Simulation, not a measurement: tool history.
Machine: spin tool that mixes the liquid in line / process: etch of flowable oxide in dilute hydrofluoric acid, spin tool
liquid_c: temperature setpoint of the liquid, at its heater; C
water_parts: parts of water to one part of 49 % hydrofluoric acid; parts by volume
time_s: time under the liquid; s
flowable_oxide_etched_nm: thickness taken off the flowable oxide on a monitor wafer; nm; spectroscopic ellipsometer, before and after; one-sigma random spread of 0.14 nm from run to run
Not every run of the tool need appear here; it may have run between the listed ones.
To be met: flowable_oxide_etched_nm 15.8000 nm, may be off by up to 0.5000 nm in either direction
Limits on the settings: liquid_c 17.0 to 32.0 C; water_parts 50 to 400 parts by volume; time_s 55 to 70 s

run  hour  liquid_c  water_parts  time_s  flowable_oxide_etched_nm
  1   0.0      24.0          225      70                   11.7570
  2   8.7      24.0          225      70                   11.6460
  3  15.9      24.0          265      70                    9.5519
  4  22.5      24.5          260      70                   10.0340
  5  29.7      25.0          255      70                   10.5160
  6  31.8      25.0          315      70                    7.7799
  7  35.7      25.5          305      70                    8.4097
  8  38.3      26.0          300      70                    8.8413
  9  40.3      26.5          295      70                    9.1681
 10  49.1      27.0          290      70                    9.4068
 11  54.0      27.5          280      70                   10.0380
 12  54.6      28.0          275      70                   10.5610
 13  57.3      28.5          270      70                   10.9480
 14  60.1      29.0          265      70                   11.5260
 15  63.3      29.5          260      70                   11.9380
 16  64.8      29.5          255      70                   12.0860
 17  71.6      29.5          250      70                   12.4610
 18  73.6      29.5          245      70                   12.6260
 19  81.1      29.5          240      70                   13.2200
 20  84.5      31.0          230      70                   14.7640

4 candidate next runs follow, results not yet known. Just one meets every target within its allowed miss. Identify it.
  A  87.9      32.0          205      70                         ?
  B  87.9      31.5          220      70                         ?
  C  87.9      32.0          235      70                         ?
  D  87.9      30.5          190      65                         ?

move  flowable_oxide_etched_nm
   A                   17.7180
   B                   15.9160
   C                   14.8480
   D                   17.2250
A: takes the biggest miss from the last run beyond its target
B: each result inside its tolerance
C: closer than the last run, but not yet in spec
D: takes the biggest miss from the last run beyond its target
Answer: B
